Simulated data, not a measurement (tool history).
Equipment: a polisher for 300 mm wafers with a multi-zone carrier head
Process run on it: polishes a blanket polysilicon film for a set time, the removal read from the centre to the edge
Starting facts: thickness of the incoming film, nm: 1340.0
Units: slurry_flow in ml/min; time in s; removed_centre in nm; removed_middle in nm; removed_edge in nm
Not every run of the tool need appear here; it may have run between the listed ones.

Run 1, day 0: slurry_flow 255 ml/min, centre_zone 1, middle_zone 1, edge_zone 1, time 44 s. Result: removed_centre 485.65 nm, removed_middle 478.61 nm, removed_edge 494.99 nm.
Run 2, day 0.104: slurry_flow 265 ml/min, centre_zone 1.04, middle_zone 1, edge_zone 1.02, time 46 s. Result: removed_centre 530.49 nm, removed_middle 507.32 nm, removed_edge 502.3 nm.
Run 3, day 0.229: slurry_flow 265 ml/min, centre_zone 1.04, middle_zone 1, edge_zone 1.02, time 57 s. Result: removed_centre 663.58 nm, removed_middle 637.5 nm, removed_edge 645.77 nm.
Run 4, day 0.325: slurry_flow 315 ml/min, centre_zone 1.04, middle_zone 1, edge_zone 1.02, time 57 s. Result: removed_centre 659.15 nm, removed_middle 634.03 nm, removed_edge 657.33 nm.
Run 5, day 0.529: slurry_flow 315 ml/min, centre_zone 1.04, middle_zone 1, edge_zone 1.1, time 57 s. Result: removed_centre 661.37 nm, removed_middle 643.1 nm, removed_edge 687.22 nm.
Run 6, day 0.717: slurry_flow 255 ml/min, centre_zone 1.04, middle_zone 1, edge_zone 1.1, time 57 s. Result: removed_centre 642.93 nm, removed_middle 618.81 nm, removed_edge 665.34 nm.

Predict the results of run 7:
Run 7, day 1: slurry_flow 290 ml/min, centre_zone 1.14, middle_zone 0.99, edge_zone 1.03, time 56 s. Result: removed_centre ?, removed_middle ?, removed_edge ?.

{"run 7": {"removed_centre": 714.53, "removed_middle": 621.17, "removed_edge": 628.69}}
